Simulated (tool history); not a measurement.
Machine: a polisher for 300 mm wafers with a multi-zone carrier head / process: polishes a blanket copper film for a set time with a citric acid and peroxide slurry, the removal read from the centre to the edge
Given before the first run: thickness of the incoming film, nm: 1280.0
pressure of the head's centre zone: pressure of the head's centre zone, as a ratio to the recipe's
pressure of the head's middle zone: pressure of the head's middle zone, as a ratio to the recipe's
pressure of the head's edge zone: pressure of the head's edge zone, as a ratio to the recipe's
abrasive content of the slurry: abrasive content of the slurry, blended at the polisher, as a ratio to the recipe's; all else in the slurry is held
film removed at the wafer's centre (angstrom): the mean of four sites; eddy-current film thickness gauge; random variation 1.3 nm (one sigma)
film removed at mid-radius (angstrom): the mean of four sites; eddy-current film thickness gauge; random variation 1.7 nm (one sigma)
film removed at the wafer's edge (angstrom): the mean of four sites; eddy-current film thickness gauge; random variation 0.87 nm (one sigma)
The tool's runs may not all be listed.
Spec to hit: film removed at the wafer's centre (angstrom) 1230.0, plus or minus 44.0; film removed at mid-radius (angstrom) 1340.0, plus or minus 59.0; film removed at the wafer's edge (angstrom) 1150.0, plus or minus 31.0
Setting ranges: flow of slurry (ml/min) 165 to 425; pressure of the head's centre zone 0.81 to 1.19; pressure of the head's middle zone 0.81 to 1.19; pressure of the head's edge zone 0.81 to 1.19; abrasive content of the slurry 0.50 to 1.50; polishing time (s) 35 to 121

run,hour,flow of slurry (ml/min),pressure of the head's centre zone,pressure of the head's middle zone,pressure of the head's edge zone,abrasive content of the slurry,polishing time (s),film removed at the wafer's centre (angstrom),film removed at mid-radius (angstrom),film removed at the wafer's edge (angstrom)
1,0.0,275,1.00,1.00,1.00,1.00,78,1984.0,1931.1,1933.7
2,4.7,275,1.00,1.05,1.00,1.00,78,2030.5,2017.2,1907.3
3,11.8,270,0.98,1.06,0.96,0.85,70,1732.3,1830.1,1662.6
4,12.4,270,0.98,1.06,0.93,0.85,70,1723.9,1813.2,1647.7
5,17.5,270,0.98,1.07,0.91,0.75,63,1539.0,1653.8,1442.0
6,25.7,270,0.98,1.06,0.89,0.65,59,1417.7,1470.8,1335.4
7,29.9,265,0.97,1.07,0.87,0.60,57,1314.8,1429.6,1248.6
8,35.9,255,0.97,1.07,0.85,0.55,57,1305.3,1400.4,1204.5
9,41.2,240,0.96,1.06,0.84,0.55,57,1306.6,1412.4,1218.8
10,45.7,240,0.96,1.06,0.83,0.55,56,1253.9,1358.4,1182.8
11,47.3,235,0.96,1.06,0.82,0.55,56,1285.0,1344.3,1173.0
12,55.2,235,0.95,1.06,0.82,0.55,56,1254.1,1348.2,1183.3

Of the 4 settings listed for the next run, only one would bring every result within its allowed miss of target. Which one?
A,63.1,210,0.93,1.05,0.82,0.50,59,?,?,?
B,63.1,175,0.89,1.06,0.85,0.65,58,?,?,?
C,63.1,200,0.96,1.08,0.82,0.50,55,?,?,?
D,63.1,225,0.86,0.95,0.93,0.75,55,?,?,?

move,film removed at the wafer's centre (angstrom),film removed at mid-radius (angstrom),film removed at the wafer's edge (angstrom)
A,1299.3,1368.2,1228.8
B,1256.9,1377.7,1247.4
C,1234.8,1300.3,1142.3
D,1205.1,1238.7,1261.6
A: moves away from the targets compared with the last run
B: moves away from the targets compared with the last run
C: in spec on every target
D: moves away from the targets compared with the last run
The move that meets every target is C.
